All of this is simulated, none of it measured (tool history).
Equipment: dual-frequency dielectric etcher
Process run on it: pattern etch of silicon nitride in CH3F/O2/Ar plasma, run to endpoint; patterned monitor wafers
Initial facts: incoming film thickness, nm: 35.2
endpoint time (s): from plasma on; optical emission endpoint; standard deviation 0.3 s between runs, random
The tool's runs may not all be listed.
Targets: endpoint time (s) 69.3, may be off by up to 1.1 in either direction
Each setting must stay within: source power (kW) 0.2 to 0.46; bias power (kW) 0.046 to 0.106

run,hour,source power (kW),bias power (kW),endpoint time (s)
1,0,0.33,0.076,55.082
2,1.4,0.37,0.076,53.398
3,2.6,0.37,0.083,51.58
4,4,0.34,0.077,54.086
5,9.7,0.31,0.077,56.338
6,12.9,0.35,0.077,53.896
7,13.8,0.32,0.072,56.995
8,15.3,0.3,0.069,59.547
9,18.5,0.28,0.067,61.573
10,20.8,0.27,0.066,63.329

Exercise: of the 5 proposed moves below, exactly one satisfies all targets within the stated allowed misses. Which move is it?
A,23.1,0.22,0.069,?
B,23.1,0.23,0.064,?
C,23.1,0.27,0.052,?
D,23.1,0.25,0.048,?
E,23.1,0.28,0.053,?

move,endpoint time (s)
A,65.883
B,66.913
C,68.757
D,72.87
E,67.384
A: nearer the targets than the last run, but a result is still out of spec
B: nearer the targets than the last run, but a result is still out of spec
C: each result inside its tolerance
D: takes the result that was furthest off past its target
E: nearer the targets than the last run, but a result is still out of spec
C meets every target.
